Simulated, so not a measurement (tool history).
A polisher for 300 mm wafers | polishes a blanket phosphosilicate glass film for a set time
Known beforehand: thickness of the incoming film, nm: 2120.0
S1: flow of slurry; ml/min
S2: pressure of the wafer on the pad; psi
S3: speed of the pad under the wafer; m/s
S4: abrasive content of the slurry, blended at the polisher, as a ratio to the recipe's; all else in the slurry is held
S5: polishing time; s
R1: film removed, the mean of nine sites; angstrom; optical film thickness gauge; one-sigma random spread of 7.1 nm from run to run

run  hour   S1   S2    S3  S4  S5      R1
  1     0  150  3.1  1.22   1  78  8502.3
  2   8.4  150  3.1  1.44   1  78    9962
  3  16.2  150  3.1  1.44   1  82   10327
  4  16.8  150  2.7  1.42   1  82  9072.3
  5  20.3  150  2.4  1.42   1  82  8452.4
  6  24.7  150  2.2   1.4   1  82  7550.7
  7  27.1  150  2.2   1.4   1  82  7844.1
  8  29.9  150    2  1.38   1  82  7108.8

Forecast run 9:
  9  30.7  150  1.9  1.38   1  82   ?

R1: 6884.2 angstrom

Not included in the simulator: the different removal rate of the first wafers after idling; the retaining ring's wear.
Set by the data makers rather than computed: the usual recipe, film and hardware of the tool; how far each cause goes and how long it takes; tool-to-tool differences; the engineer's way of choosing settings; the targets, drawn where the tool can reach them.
